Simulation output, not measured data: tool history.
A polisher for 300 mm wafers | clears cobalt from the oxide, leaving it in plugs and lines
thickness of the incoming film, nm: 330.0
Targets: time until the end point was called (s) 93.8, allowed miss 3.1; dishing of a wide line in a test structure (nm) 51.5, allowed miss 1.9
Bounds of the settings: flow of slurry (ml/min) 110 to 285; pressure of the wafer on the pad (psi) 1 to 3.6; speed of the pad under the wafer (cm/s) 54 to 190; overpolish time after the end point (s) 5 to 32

| run | hour | flow of slurry (ml/min) | pressure of the wafer on the pad (psi) | speed of the pad under the wafer (cm/s) | overpolish time after the end point (s) | time until the end point was called (s) | dishing of a wide line in a test structure (nm) |
|---|---|---|---|---|---|---|---|
| 1 | 0 | 180 | 2.3 | 122 | 16 | 48.417 | 56.028 |
| 2 | 2 | 180 | 2.3 | 122 | 13 | 49.341 | 52.556 |
| 3 | 6.2 | 175 | 1.9 | 118 | 17 | 59.952 | 54.086 |
| 4 | 13.2 | 170 | 1.6 | 116 | 18 | 68.604 | 52.036 |
| 5 | 18.7 | 165 | 1.4 | 114 | 19 | 78.635 | 50.111 |
| 6 | 20.9 | 165 | 1.8 | 114 | 19 | 64.852 | 54.589 |
| 7 | 25.6 | 160 | 1.6 | 114 | 20 | 71.385 | 54.144 |
| 8 | 26.4 | 160 | 1.6 | 114 | 20 | 71.625 | 54.785 |
| 9 | 28.8 | 155 | 1.4 | 114 | 20 | 79.474 | 50.767 |
| 10 | 34.1 | 145 | 1.3 | 114 | 21 | 85.614 | 50.734 |
| 11 | 36.2 | 135 | 1.3 | 114 | 22 | 84.555 | 51.768 |

4 next moves are on the table. One of them brings every result within its allowed miss. Which?
| A | 38.3 | 140 | 1.9 | 88 | 17 | ? | ? |
| B | 38.3 | 150 | 1.4 | 112 | 20 | ? | ? |
| C | 38.3 | 125 | 1.3 | 102 | 24 | ? | ? |
| D | 38.3 | 175 | 1.6 | 96 | 20 | ? | ? |

| move | time until the end point was called (s) | dishing of a wide line in a test structure (nm) |
|---|---|---|
| A | 72.641 | 49.106 |
| B | 80.19 | 50.905 |
| C | 93.21 | 51.83 |
| D | 76.504 | 52.188 |
A: further off than the last run
B: further off than the last run
C: meets every target
D: further off than the last run
Answer: C

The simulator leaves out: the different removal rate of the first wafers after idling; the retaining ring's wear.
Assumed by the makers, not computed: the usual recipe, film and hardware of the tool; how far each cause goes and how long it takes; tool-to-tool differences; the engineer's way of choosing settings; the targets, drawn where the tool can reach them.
